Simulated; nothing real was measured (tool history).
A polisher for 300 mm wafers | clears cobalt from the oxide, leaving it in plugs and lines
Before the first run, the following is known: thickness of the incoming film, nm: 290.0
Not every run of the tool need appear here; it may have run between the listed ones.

run	day	flow of slurry (ml/min)	pressure of the wafer on the pad (kPa)	speed of the pad under the wafer (cm/s)	overpolish time after the end point (s)	time until the end point was called (s)	dishing of a wide line in a test structure (nm)
1	0	210	16.5	86	15	52.932	57.057
2	0.096	210	16.5	74	15	59.707	53.878
3	0.271	200	15.2	76	14	61.603	48.669
4	0.596	200	15.2	92	14	50.417	56.527
5	0.729	250	15.2	92	14	49.859	58.425
6	0.879	200	15.2	92	14	51.444	54.361
7	1.117	190	14.5	90	13	56.943	49.848

Run 8, settings as shown, results not yet in. Your forecast:
# day 1.425: slurry nozzle cleaned
8	1.425	250	14.5	66	6	?	?

time until the end point was called (s): 71.213
dishing of a wide line in a test structure (nm): 21.719

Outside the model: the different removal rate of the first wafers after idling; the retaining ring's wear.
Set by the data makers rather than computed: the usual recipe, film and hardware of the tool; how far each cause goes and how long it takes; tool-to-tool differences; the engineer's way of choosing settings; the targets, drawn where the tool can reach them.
